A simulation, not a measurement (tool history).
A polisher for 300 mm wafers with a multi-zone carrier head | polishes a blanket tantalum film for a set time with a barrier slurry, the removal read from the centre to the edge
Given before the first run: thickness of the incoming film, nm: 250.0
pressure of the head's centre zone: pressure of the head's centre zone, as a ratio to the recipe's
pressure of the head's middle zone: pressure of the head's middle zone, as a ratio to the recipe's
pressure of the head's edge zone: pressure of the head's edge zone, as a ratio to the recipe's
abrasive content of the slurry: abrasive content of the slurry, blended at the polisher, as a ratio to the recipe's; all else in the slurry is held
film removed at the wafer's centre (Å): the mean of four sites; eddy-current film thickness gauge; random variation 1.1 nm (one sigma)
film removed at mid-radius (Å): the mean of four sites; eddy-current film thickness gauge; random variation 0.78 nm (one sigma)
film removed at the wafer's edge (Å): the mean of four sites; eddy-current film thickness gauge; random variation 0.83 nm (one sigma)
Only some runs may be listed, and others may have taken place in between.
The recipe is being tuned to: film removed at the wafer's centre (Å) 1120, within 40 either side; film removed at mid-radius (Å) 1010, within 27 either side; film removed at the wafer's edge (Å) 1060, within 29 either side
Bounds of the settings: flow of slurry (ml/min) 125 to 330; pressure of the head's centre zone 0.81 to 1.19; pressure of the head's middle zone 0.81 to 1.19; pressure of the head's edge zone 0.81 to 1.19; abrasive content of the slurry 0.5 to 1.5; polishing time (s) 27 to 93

run,hour,flow of slurry (ml/min),pressure of the head's centre zone,pressure of the head's middle zone,pressure of the head's edge zone,abrasive content of the slurry,polishing time (s),film removed at the wafer's centre (Å),film removed at mid-radius (Å),film removed at the wafer's edge (Å)
1,0,210,1,1,1,1,59,876.15,936.57,949.67
2,6.4,225,1.03,1,1.02,1,59,932.67,939.58,956.5
3,7.4,225,1.03,1,1.02,1,45,713.44,724.94,740.17
4,14.3,230,1.05,1.01,1.04,1.1,47,782.56,786.1,800.66
5,14.9,260,1.05,1.01,1.04,1.1,47,791.81,779.85,805.58
6,17.5,260,1.05,1.01,1.07,1.1,47,796.28,796.9,824.04
7,20.6,265,1.07,1.02,1.09,1.2,48,831.1,841,852.8
# hour 28: centre zone pressure recalibrated
8,28,270,1.09,1.01,1.1,1.25,49,946.97,864.63,905.27
9,34,270,1.09,1.01,1.12,1.3,50,975.69,888.44,932.07

4 next moves are on the table. One of them brings every result within its allowed miss. Which?
A,40,270,1.06,0.98,1.18,1.35,58,?,?,?
B,40,330,0.94,0.89,1.19,1.3,57,?,?,?
C,40,275,1.09,0.98,1.07,1.2,59,?,?,?
D,40,305,0.98,0.95,1.07,1.4,61,?,?,?

move,film removed at the wafer's centre (Å),film removed at mid-radius (Å),film removed at the wafer's edge (Å)
A,1106.3,1027.6,1126.2
B,994.47,942.15,1118.3
C,1118.8,1014.6,1068.5
D,1114.3,1076.7,1160.8
A: puts the biggest miss on target and leaves a different result outside tolerance
B: nearer the targets than the last run, but a result is still out of spec
C: each result inside its tolerance
D: carries the result that was furthest off beyond its target, to the other side
C is the move that brings every result within its allowed miss.
